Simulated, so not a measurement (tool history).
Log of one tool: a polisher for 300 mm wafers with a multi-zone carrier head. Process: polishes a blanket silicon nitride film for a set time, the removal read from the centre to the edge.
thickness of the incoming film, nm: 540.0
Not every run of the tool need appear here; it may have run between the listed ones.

run,hour,flow of slurry (ml/min),pressure of the head's centre zone,pressure of the head's middle zone,pressure of the head's edge zone,polishing time (s),film removed at the wafer's centre (Å),film removed at mid-radius (Å),film removed at the wafer's edge (Å)
1,0,265,1,1,1,79,904.79,898.5,859.1
2,5.5,265,0.91,1,1,79,807.93,912.09,857.29
3,10.4,270,0.92,1,1.03,84,892.57,933.93,924.11
4,18.6,270,0.92,1,0.95,84,878.61,972.43,892.62
5,23.8,270,0.92,1,0.95,67,697.41,768.47,722.86
6,31.9,270,0.92,1.06,0.95,67,705.22,782.21,711.27

What will run 7 give?
7,39.6,275,0.92,1.04,0.99,75,?,?,?

film removed at the wafer's centre (Å): 779.15
film removed at mid-radius (Å): 877.02
film removed at the wafer's edge (Å): 814.16
